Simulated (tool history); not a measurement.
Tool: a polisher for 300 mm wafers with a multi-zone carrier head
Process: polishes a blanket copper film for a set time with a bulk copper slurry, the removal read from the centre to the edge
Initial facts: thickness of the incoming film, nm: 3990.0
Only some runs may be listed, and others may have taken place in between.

run  hour  flow of slurry (ml/min)  pressure of the head's centre zone  pressure of the head's middle zone  pressure of the head's edge zone  abrasive content of the slurry  polishing time (s)  film removed at the wafer's centre (angstrom)  film removed at mid-radius (angstrom)  film removed at the wafer's edge (angstrom)
  1     0                      270                                   1                                   1                                 1                               1                  36                                         3812.4                                 3825.7                                       3814.1
  2     3                      270                                   1                                   1                                 1                               1                  45                                         4828.1                                 4959.1                                       4726.4
  3   7.2                      270                                   1                                   1                                 1                             1.2                  45                                         4952.8                                 5053.5                                         4894
  4   8.4                      270                                   1                                1.07                                 1                             1.2                  45                                         4937.8                                 5391.5                                       4833.8
  5   9.4                      330                                   1                                1.07                                 1                             1.2                  45                                         5061.6                                 5353.4                                       4925.3
  6  12.7                      270                                   1                                1.07                                 1                             1.2                  45                                         5061.3                                 5298.1                                       4872.1
  7  15.4                      255                                0.98                                1.05                              0.97                             1.1                  40                                         4218.6                                   4390                                       4206.7
  8  21.5                      240                                0.96                                1.07                              0.95                               1                  36                                         3676.5                                 3993.9                                       3677.7
  9  28.9                      230                                0.94                                1.06                              0.93                             0.9                  33                                         3185.5                                 3463.8                                       3206.6
 10  36.8                      230                                0.93                                1.06                              0.92                            0.85                  30                                         2839.1                                 3161.5                                       2887.4

What does the tool deliver on the next run?
 11  37.4                      230                                0.93                                1.05                              0.91                             0.8                  28                                              ?                                      ?                                            ?

Run 11 yielded film removed at the wafer's centre (angstrom) 2590.6, film removed at mid-radius (angstrom) 2924.3, film removed at the wafer's edge (angstrom) 2652.2.
